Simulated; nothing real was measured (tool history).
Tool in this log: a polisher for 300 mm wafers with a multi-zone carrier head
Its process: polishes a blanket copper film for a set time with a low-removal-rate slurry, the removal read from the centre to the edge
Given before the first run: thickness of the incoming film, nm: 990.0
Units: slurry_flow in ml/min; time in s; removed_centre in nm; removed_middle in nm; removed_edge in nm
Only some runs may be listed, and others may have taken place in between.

run	hour	slurry_flow	centre_zone	middle_zone	edge_zone	slurry_solids	time	removed_centre	removed_middle	removed_edge
1	0.0	310	1.00	1.00	1.00	1.00	77	218.55	227.89	226.69
2	8.6	310	1.00	1.02	0.97	0.95	76	214.97	226.28	220.50
3	15.0	310	1.00	1.08	0.97	0.95	76	213.10	237.50	220.36
4	18.0	310	1.01	1.09	0.95	0.90	75	216.78	233.99	213.30
5	24.0	310	1.01	1.05	0.95	0.90	75	213.68	226.69	212.34
6	26.3	310	1.01	1.05	0.95	1.00	75	215.62	230.34	218.64

Run 7, settings as shown, results not yet in. Your forecast:
7	28.6	310	1.00	1.06	0.94	0.90	75	?	?	?

Run 7 produced removed_centre 212.62 nm, removed_middle 230.34 nm, removed_edge 210.87 nm.

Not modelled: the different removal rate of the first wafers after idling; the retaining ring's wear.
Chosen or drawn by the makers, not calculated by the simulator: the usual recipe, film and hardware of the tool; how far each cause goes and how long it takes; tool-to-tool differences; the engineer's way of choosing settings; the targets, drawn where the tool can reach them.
